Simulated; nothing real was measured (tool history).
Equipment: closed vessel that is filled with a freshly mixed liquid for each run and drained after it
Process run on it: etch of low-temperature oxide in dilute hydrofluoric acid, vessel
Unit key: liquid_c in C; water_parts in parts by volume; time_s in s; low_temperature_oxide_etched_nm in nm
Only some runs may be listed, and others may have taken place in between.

| run | day | liquid_c | water_parts | time_s | low_temperature_oxide_etched_nm |
|---|---|---|---|---|---|
| 1 | 0 | 21 | 90 | 275 | 38.549 |
| 2 | 0.217 | 23.5 | 90 | 275 | 42.562 |
| 3 | 0.404 | 24.5 | 85 | 275 | 46.86 |
| 4 | 0.725 | 25 | 80 | 275 | 51.592 |
| 5 | 0.883 | 25.5 | 80 | 275 | 52.306 |
| 6 | 1.162 | 25.5 | 80 | 295 | 55.994 |
| 7 | 1.204 | 29 | 70 | 295 | 74.814 |
| 8 | 1.292 | 29 | 70 | 295 | 73.676 |
| 9 | 1.425 | 28.5 | 70 | 295 | 72.099 |

Run 10 has not been measured yet. What should we expect?
| 10 | 1.521 | 28 | 70 | 295 | ? |

{"run 10": {"low_temperature_oxide_etched_nm": 71.637}}
